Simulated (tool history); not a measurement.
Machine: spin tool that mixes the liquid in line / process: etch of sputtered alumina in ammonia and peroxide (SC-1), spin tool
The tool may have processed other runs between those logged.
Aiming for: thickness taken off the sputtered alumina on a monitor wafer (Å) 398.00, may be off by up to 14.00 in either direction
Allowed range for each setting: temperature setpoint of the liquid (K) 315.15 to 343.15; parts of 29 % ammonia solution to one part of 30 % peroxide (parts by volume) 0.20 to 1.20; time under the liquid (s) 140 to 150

run,hour,temperature setpoint of the liquid (K),parts of 29 % ammonia solution to one part of 30 % peroxide (parts by volume),time under the liquid (s),thickness taken off the sputtered alumina on a monitor wafer (Å)
1,0.0,331.15,0.85,140,234.42
2,5.4,333.65,0.85,140,268.83
3,11.9,337.65,0.85,140,326.62
4,19.3,338.65,0.85,140,341.07
5,27.3,339.15,0.85,140,353.66
6,28.0,335.15,0.85,140,287.24
7,31.3,336.65,0.85,140,313.48
8,36.1,337.65,0.85,140,331.09
9,38.2,338.65,0.85,140,340.88
10,45.4,339.65,0.85,140,364.04
11,50.9,340.15,0.85,140,374.51
12,57.0,340.65,0.85,140,379.39

Below are 4 possible settings for the next run. Only one of them brings all results inside the allowed miss of their targets. Which is it?
A,63.1,338.65,1.10,140,?
B,63.1,341.15,0.65,145,?
C,63.1,340.65,0.80,140,?
D,63.1,338.65,0.80,150,?

move,thickness taken off the sputtered alumina on a monitor wafer (Å)
A,349.67
B,389.58
C,374.34
D,363.56
A: misses by more than the last run did
B: all results in spec
C: misses by more than the last run did
D: misses by more than the last run did
Correct choice: B, which meets every target

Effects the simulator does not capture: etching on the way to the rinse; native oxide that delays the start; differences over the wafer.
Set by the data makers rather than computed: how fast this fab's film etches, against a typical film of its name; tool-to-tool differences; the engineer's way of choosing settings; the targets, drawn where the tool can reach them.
